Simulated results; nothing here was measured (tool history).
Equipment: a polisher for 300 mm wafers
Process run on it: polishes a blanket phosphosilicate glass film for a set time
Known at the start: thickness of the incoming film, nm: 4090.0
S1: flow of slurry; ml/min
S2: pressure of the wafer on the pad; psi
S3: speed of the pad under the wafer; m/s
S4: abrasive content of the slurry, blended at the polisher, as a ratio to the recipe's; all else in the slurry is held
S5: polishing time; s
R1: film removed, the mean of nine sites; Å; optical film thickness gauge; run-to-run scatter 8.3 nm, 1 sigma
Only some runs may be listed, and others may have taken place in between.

run	hour	S1	S2	S3	S4	S5	R1
1	0	175	3	0.86	1	95	7812.2
2	8.9	175	3.4	0.86	1	95	8666.2
3	15.3	175	3.3	0.86	1	95	8470.4
4	19.2	175	3.2	0.86	1	95	8054.3
5	25.1	175	3.1	0.86	1	95	7850.2
6	26.1	175	3	0.86	1	95	7672.6
7	34.1	175	2.9	0.86	1	95	7405.6

Estimate the outcome of run 8 from the log above:
8	37.6	175	2.9	0.86	1	95	?

R1: 7481.8 Å
